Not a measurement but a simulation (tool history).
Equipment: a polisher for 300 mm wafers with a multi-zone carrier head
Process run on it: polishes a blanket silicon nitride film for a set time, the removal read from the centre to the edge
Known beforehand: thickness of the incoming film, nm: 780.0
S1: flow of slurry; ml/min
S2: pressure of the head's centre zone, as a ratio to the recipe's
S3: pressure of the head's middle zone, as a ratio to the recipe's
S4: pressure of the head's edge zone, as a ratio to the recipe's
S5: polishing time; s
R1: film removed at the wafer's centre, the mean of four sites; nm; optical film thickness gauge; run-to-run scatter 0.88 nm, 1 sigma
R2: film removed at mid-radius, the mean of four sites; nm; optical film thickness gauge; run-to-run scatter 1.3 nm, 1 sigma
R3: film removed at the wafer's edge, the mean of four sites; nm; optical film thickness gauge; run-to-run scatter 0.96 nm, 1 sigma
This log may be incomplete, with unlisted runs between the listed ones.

run	hour	S1	S2	S3	S4	S5	R1	R2	R3
1	0	225	1	1	1	51	111.59	107.96	116.4
2	2	260	1	1	1	51	113.26	107.83	116.44
3	7.3	255	0.96	0.99	0.99	50	105.96	104.39	112.96
4	12.9	250	0.93	0.98	0.98	49	99.944	102.2	110.5
5	16.3	250	0.91	0.97	0.97	48	98.554	98.046	108.45
6	25	245	0.89	0.98	0.97	47	91.358	99.847	105.17
7	27.1	240	0.88	0.97	0.97	47	91.219	97.524	107.62
8	28	220	0.82	0.98	0.91	45	78.988	92.809	97.012
9	33	225	0.82	0.98	0.92	45	80.932	92.658	98.6

Run 10 is up next; what results do you expect?
10	38.2	230	0.82	0.98	0.93	45	?	?	?

{"run 10": {"R1": 80.518, "R2": 93.214, "R3": 98.673}}
